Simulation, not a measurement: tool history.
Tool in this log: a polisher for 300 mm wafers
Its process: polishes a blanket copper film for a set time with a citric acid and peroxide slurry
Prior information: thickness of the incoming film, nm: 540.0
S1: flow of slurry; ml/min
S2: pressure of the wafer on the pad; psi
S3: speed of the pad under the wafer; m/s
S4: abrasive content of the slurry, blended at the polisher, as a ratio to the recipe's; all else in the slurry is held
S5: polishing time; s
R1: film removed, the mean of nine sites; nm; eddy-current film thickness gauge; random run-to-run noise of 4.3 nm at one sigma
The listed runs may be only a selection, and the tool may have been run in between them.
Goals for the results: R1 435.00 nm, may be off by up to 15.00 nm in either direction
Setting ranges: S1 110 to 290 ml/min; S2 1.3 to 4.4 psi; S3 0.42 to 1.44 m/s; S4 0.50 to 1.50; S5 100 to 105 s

run	hour	S1	S2	S3	S4	S5	R1
1	0.0	185	2.8	0.92	1.00	100	238.09
2	8.2	155	2.8	0.92	1.00	100	232.44
3	10.8	155	2.8	0.92	1.10	100	235.46
4	19.0	155	2.8	0.92	1.10	100	238.22
5	24.7	155	2.8	0.78	1.10	100	208.15
6	30.3	160	3.1	0.82	1.10	100	239.41
7	31.7	165	3.3	0.84	1.10	100	257.67
8	36.2	165	3.5	0.88	1.10	100	291.41
9	41.7	165	3.7	0.90	1.10	100	307.18
10	48.4	170	3.8	0.92	1.10	100	322.24
11	49.1	170	3.9	0.94	1.10	100	337.57
12	54.0	170	4.0	0.96	1.10	100	359.69
13	56.0	190	4.4	1.00	1.10	100	407.48
14	62.0	190	4.4	1.02	1.10	100	419.67

5 candidate next runs follow, results not yet known. Just one meets every target within its allowed miss. Identify it.
A	68.0	220	4.4	1.18	0.90	103	?
B	68.0	195	3.8	1.18	0.85	105	?
C	68.0	215	4.4	0.94	1.10	105	?
D	68.0	155	4.4	0.98	0.85	105	?
E	68.0	220	4.4	1.02	1.10	102	?

move	R1
A	473.35
B	406.97
C	413.60
D	388.66
E	431.63
A: moves the result that the last run missed by most past its target, out the other side
B: misses by more than the last run did
C: misses by more than the last run did
D: misses by more than the last run did
E: in spec on every target
Answer: E
